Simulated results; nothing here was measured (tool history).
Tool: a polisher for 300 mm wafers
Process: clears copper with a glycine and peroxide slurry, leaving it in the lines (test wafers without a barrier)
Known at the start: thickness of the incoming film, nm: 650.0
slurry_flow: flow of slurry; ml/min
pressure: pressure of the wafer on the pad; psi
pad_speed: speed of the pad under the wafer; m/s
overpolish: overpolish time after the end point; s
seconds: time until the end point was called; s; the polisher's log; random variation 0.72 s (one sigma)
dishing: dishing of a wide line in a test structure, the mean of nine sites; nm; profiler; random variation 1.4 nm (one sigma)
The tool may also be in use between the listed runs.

run,hour,slurry_flow,pressure,pad_speed,overpolish,seconds,dishing
1,0,295,2.5,1.06,19,133.78,47.822
2,4.6,295,2.5,0.8,19,159.17,43.943
3,10.9,300,2.8,0.92,19,132.38,48.399
4,16.1,305,3.1,1,19,114.58,51.92
# hour 17.8: slurry nozzle cleaned
5,17.8,305,2.6,1,19,125.77,49.028
6,20.4,305,2.6,1,22,124.96,52.541
7,27.5,305,2.6,1,22,127.52,54.347

Run 8 comes next. What will it give?
8,32.4,330,2.9,1.04,21,?,?

{"run 8": {"seconds": 110.56, "dishing": 54.838}}
